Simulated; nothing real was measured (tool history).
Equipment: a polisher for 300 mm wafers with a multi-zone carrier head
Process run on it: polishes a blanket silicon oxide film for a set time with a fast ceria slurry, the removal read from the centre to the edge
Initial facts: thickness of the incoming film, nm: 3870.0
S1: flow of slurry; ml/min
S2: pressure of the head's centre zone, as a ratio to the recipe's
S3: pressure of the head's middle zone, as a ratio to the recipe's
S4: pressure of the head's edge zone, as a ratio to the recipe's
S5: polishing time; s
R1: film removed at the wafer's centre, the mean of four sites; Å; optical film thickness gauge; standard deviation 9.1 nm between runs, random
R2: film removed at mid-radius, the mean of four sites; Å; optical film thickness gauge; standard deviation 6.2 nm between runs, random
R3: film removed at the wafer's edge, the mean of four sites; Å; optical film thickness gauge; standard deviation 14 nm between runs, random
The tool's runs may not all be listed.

{"run": 1, "hour": 0.0, "S1": 175, "S2": 1, "S3": 1, "S4": 1, "S5": 59, "R1": 11187, "R2": 10940, "R3": 10875}
{"run": 2, "hour": 3.7, "S1": 175, "S2": 0.96, "S3": 1, "S4": 1, "S5": 59, "R1": 10651, "R2": 10962, "R3": 10832}
{"run": 3, "hour": 5.9, "S1": 175, "S2": 0.96, "S3": 1.04, "S4": 1, "S5": 59, "R1": 10535, "R2": 11310, "R3": 10946}
{"run": 4, "hour": 7.9, "S1": 175, "S2": 1.02, "S3": 1.04, "S4": 1, "S5": 59, "R1": 11186, "R2": 11411, "R3": 11129}
{"run": 5, "hour": 13.2, "S1": 160, "S2": 1.02, "S3": 0.99, "S4": 0.99, "S5": 58, "R1": 10639, "R2": 10582, "R3": 10521}
{"run": 6, "hour": 19.8, "S1": 160, "S2": 1.02, "S3": 0.99, "S4": 0.99, "S5": 65, "R1": 12069, "R2": 11774, "R3": 12035}

Estimate the outcome of run 7 from the log above:
{"run": 7, "hour": 21.3, "S1": 155, "S2": 1.03, "S3": 0.94, "S4": 0.96, "S5": 63, "R1": "?", "R2": "?", "R3": "?"}

Logged for run 7: R1 11634 Å, R2 10843 Å, R3 11352 Å.
